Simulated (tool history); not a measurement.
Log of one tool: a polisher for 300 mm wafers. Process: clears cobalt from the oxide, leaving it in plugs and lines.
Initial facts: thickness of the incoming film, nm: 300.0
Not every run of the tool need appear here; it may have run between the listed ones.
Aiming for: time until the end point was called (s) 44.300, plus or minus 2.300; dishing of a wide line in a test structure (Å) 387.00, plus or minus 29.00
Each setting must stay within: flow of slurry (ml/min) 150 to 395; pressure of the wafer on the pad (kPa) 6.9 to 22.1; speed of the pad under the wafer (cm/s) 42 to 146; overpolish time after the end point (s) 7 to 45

run  hour  flow of slurry (ml/min)  pressure of the wafer on the pad (kPa)  speed of the pad under the wafer (cm/s)  overpolish time after the end point (s)  time until the end point was called (s)  dishing of a wide line in a test structure (Å)
  1   0.0                      250                                    14.5                                       94                                       23                                   57.549                                          546.42
  2   3.0                      195                                    14.5                                       94                                       23                                   58.895                                          550.91
  3  11.3                      195                                    15.9                                       94                                       23                                   53.029                                          560.81
  4  12.8                      195                                    15.9                                       72                                       23                                   67.226                                          527.12
  5  16.7                      255                                    17.2                                       70                                       18                                   63.358                                          506.60
  6  24.0                      270                                    17.9                                       74                                       15                                   58.026                                          449.93
  7  30.7                      270                                    19.3                                       74                                       13                                   55.235                                          456.37
  8  37.8                      305                                    20.0                                       76                                       11                                   51.452                                          441.60
  9  39.8                      330                                    20.7                                       76                                       10                                   49.436                                          422.28
 10  41.2                      350                                    21.4                                       76                                        9                                   47.925                                          388.93
 11  42.1                      350                                    21.4                                       78                                        9                                   47.111                                          415.77
 12  46.7                      395                                    22.1                                       76                                        7                                   46.210                                          353.43

Which one of the following 4 next-run settings gets every result inside its allowed miss? There is exactly one.
  A  51.3                      395                                    20.0                                       78                                        7                                        ?                                               ?
  B  51.3                      365                                    20.7                                       86                                        8                                        ?                                               ?
  C  51.3                      290                                    22.1                                       72                                        7                                        ?                                               ?
  D  51.3                      395                                    22.1                                       72                                        7                                        ?                                               ?

move  time until the end point was called (s)  dishing of a wide line in a test structure (Å)
   A                                   49.168                                          331.98
   B                                   44.213                                          384.87
   C                                   49.384                                          330.99
   D                                   48.221                                          336.19
A: misses by more than the last run did
B: each result inside its tolerance
C: misses by more than the last run did
D: misses by more than the last run did
Answer: B
